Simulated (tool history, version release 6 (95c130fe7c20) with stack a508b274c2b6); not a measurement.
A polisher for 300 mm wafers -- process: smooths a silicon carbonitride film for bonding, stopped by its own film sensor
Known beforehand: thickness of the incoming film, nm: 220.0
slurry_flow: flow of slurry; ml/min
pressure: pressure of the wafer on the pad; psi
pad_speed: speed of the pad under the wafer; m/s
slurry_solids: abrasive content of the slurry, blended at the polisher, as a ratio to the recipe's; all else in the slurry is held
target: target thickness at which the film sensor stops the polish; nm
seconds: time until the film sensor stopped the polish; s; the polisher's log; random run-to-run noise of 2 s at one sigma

run  hour  slurry_flow  pressure  pad_speed  slurry_solids  target  seconds
  1     0          185       1.5       0.82              1     207   79.017
  2   2.7          185       1.4       0.82              1     207   81.516
  3   3.7          185       1.4       0.82              1     207   83.011
  4   8.1          155       1.4       0.82              1     207   86.044
  5  14.7          155       1.2       0.82              1     207    99.88
  6  17.2          190       1.2       0.82              1     207   92.937
  7  18.5          185       1.2       0.82              1     207   92.796
  8  26.4          180       1.2       0.82              1     207   93.926
  9  30.4          175       1.2       0.82              1     207   95.088

Run 10, settings as shown, results not yet in. Your forecast:
 10  35.5          170       1.2       0.82              1     207        ?

{"run 10": {"seconds": 99.011}}
